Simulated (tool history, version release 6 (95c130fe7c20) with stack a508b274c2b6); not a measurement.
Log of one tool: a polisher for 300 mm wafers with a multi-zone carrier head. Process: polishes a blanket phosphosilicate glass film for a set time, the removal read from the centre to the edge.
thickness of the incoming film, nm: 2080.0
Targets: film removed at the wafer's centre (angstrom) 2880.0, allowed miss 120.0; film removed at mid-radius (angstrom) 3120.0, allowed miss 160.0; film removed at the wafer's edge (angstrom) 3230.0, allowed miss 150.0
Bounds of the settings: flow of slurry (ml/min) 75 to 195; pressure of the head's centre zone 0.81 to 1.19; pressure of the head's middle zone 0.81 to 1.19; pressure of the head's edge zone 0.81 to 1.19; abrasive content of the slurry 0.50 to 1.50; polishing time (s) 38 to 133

run  hour  flow of slurry (ml/min)  pressure of the head's centre zone  pressure of the head's middle zone  pressure of the head's edge zone  abrasive content of the slurry  polishing time (s)  film removed at the wafer's centre (angstrom)  film removed at mid-radius (angstrom)  film removed at the wafer's edge (angstrom)
  1   0.0                      125                                1.00                                1.00                              1.00                            1.00                  85                                         3821.3                                 4020.2                                       3989.3
  2   4.1                      125                                1.00                                1.00                              0.95                            1.00                  85                                         3838.3                                 3934.1                                       3904.4
  3   7.6                      120                                0.97                                0.99                              0.94                            0.95                  85                                         3598.7                                 3843.1                                       3670.4
  4  15.2                      120                                0.93                                0.99                              0.94                            0.95                  85                                         3424.2                                 3769.2                                       3798.5
  5  23.9                      120                                0.93                                0.99                              1.02                            0.95                  85                                         3397.4                                 3795.9                                       3840.6
  6  28.8                      115                                0.92                                0.97                              1.01                            0.90                  85                                         3231.2                                 3555.4                                       3636.5
  7  30.2                      110                                0.92                                0.96                              1.00                            0.90                  85                                         3230.9                                 3540.1                                       3644.9
  8  37.4                      110                                0.92                                0.96                              1.00                            0.90                  85                                         3184.7                                 3595.4                                       3692.6
  9  46.0                      110                                0.92                                0.95                              0.99                            0.85                  85                                         3043.0                                 3245.7                                       3542.4
 10  50.4                      105                                0.92                                0.96                              0.97                            0.85                  85                                         3019.7                                 3366.4                                       3332.3
 11  57.0                      100                                0.92                                0.95                              0.97                            0.85                  85                                         3049.6                                 3358.0                                       3393.1
 12  64.5                       95                                0.92                                0.94                              0.97                            0.85                  85                                         2975.6                                 3211.4                                       3391.3

5 next moves are on the table. One of them brings every result within its allowed miss. Which?
  A  72.0                      105                                0.93                                0.84                              1.04                            0.90                  82                                              ?                                      ?                                            ?
  B  72.0                       95                                0.87                                0.93                              1.06                            0.75                  98                                              ?                                      ?                                            ?
  C  72.0                       90                                1.04                                1.02                              1.01                            0.65                 100                                              ?                                      ?                                            ?
  D  72.0                      100                                0.85                                0.85                              1.00                            0.90                  84                                              ?                                      ?                                            ?
  E  72.0                       95                                0.93                                0.95                              1.01                            0.80                  84                                              ?                                      ?                                            ?

move  film removed at the wafer's centre (angstrom)  film removed at mid-radius (angstrom)  film removed at the wafer's edge (angstrom)
   A                                         3121.3                                 3000.5                                       3546.4
   B                                         2994.8                                 3339.8                                       3700.3
   C                                         3201.9                                 3209.1                                       3243.5
   D                                         2888.0                                 3073.1                                       3544.1
   E                                         2883.1                                 3055.4                                       3255.7
A: further off than the last run
B: further off than the last run
C: brings the result that was furthest off to its target, and leaves another outside
D: further off than the last run
E: meets every target
Answer: E

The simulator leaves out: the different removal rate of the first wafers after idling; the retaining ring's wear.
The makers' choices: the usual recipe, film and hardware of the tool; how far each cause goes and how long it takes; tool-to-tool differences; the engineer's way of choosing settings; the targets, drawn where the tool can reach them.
